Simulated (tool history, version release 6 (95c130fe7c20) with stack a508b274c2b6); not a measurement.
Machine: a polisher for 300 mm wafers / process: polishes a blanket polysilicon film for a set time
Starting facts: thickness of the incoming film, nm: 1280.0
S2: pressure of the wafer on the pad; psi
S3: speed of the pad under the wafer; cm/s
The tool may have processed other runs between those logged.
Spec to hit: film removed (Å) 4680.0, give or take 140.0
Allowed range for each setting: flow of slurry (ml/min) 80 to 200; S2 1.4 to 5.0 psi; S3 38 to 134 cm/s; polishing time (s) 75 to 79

Run 1, day 0.000: flow of slurry (ml/min) 130, S2 3.2 psi, S3 86 cm/s, polishing time (s) 75. Result: film removed (Å) 6073.9.
Run 2, day 0.242: flow of slurry (ml/min) 130, S2 3.2 psi, S3 98 cm/s, polishing time (s) 75. Result: film removed (Å) 6986.8.
Run 3, day 0.608: flow of slurry (ml/min) 105, S2 3.2 psi, S3 98 cm/s, polishing time (s) 75. Result: film removed (Å) 6708.8.
Run 4, day 0.700: flow of slurry (ml/min) 105, S2 3.0 psi, S3 98 cm/s, polishing time (s) 75. Result: film removed (Å) 6210.4.
Run 5, day 0.796: flow of slurry (ml/min) 80, S2 3.0 psi, S3 98 cm/s, polishing time (s) 75. Result: film removed (Å) 5817.7.
Run 6, day 0.992: flow of slurry (ml/min) 80, S2 2.9 psi, S3 98 cm/s, polishing time (s) 75. Result: film removed (Å) 5671.2.
Run 7, day 1.038: flow of slurry (ml/min) 80, S2 2.8 psi, S3 98 cm/s, polishing time (s) 75. Result: film removed (Å) 5524.8.
Run 8, day 1.083: flow of slurry (ml/min) 80, S2 2.7 psi, S3 98 cm/s, polishing time (s) 75. Result: film removed (Å) 5360.4.
At day 1.417: worn pad replaced by a new one.
Run 9, day 1.417: flow of slurry (ml/min) 80, S2 2.6 psi, S3 98 cm/s, polishing time (s) 75. Result: film removed (Å) 5417.4.
Run 10, day 1.504: flow of slurry (ml/min) 80, S2 2.5 psi, S3 98 cm/s, polishing time (s) 75. Result: film removed (Å) 5337.7.
Run 11, day 1.783: flow of slurry (ml/min) 80, S2 2.4 psi, S3 98 cm/s, polishing time (s) 75. Result: film removed (Å) 5035.1.
Run 12, day 2.000: flow of slurry (ml/min) 80, S2 2.3 psi, S3 98 cm/s, polishing time (s) 75. Result: film removed (Å) 4965.0.

Of the 5 settings listed for the next run, only one would bring every result within its allowed miss of target. Which one?
Run A, day 2.217: flow of slurry (ml/min) 80, S2 2.3 psi, S3 98 cm/s, polishing time (s) 78. Result: film removed (Å) ?.
Run B, day 2.217: flow of slurry (ml/min) 100, S2 2.5 psi, S3 90 cm/s, polishing time (s) 79. Result: film removed (Å) ?.
Run C, day 2.217: flow of slurry (ml/min) 85, S2 2.1 psi, S3 96 cm/s, polishing time (s) 79. Result: film removed (Å) ?.
Run D, day 2.217: flow of slurry (ml/min) 85, S2 2.2 psi, S3 102 cm/s, polishing time (s) 79. Result: film removed (Å) ?.
Run E, day 2.217: flow of slurry (ml/min) 80, S2 2.4 psi, S3 98 cm/s, polishing time (s) 76. Result: film removed (Å) ?.

move  film removed (Å)
   A            5058.9
   B            5393.4
   C            4675.2
   D            5185.1
   E            5134.6
A: misses by more than the last run did
B: misses by more than the last run did
C: meets every target
D: misses by more than the last run did
E: misses by more than the last run did
So the answer is move C, the one that meets all the targets.
